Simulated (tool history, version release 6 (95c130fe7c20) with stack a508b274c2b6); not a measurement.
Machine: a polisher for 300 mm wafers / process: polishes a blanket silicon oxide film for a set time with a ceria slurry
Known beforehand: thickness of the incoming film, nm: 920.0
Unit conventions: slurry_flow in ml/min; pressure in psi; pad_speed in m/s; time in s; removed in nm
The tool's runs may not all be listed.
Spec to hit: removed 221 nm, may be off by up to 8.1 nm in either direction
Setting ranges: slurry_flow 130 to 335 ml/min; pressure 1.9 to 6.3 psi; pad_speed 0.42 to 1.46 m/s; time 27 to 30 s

run    day  slurry_flow  pressure  pad_speed  time  removed
  1      0          215       4.1       0.94    30   134.29
  2  0.183          265       4.1       0.94    30    134.3
  3   0.25          265       4.1       0.94    30   137.56
  4  0.417          265       4.1       1.04    30   154.81
  5  0.583          265       3.7       1.04    30   136.78
  6  0.767          265       3.1       1.04    30   116.13
  7  1.075          265       3.6       1.04    30   135.31
  8  1.175          265         4       1.04    30   150.34
  9  1.367          265       4.3       1.04    30   155.56
 10  1.612          265       4.6       1.04    30    166.7
 11  1.825          265       4.9       1.04    30   182.07
 12  1.954          265       5.1       1.04    30   189.14
 13  2.308          265       5.2       1.04    30    189.1
 14  2.496          265       5.4       1.04    30   199.79
 15  2.779          265       5.5       1.04    30   200.22

Exactly one of the 5 candidate moves below puts every result within its allowed miss. Which one?
  A  3.062          265       5.2       0.98    30        ?
  B  3.062          245       6.2       1.04    29        ?
  C  3.062          295       5.8       1.12    27        ?
  D  3.062          295         6        1.1    30        ?
  E  3.062          265         5       1.04    29        ?

move  removed
   A   180.78
   B   217.97
   C   208.39
   D   235.19
   E   178.19
A: further off than the last run
B: all results in spec
C: better than the last run, though not everything is in spec
D: carries the result that was furthest off beyond its target, to the other side
E: further off than the last run
Answer: B
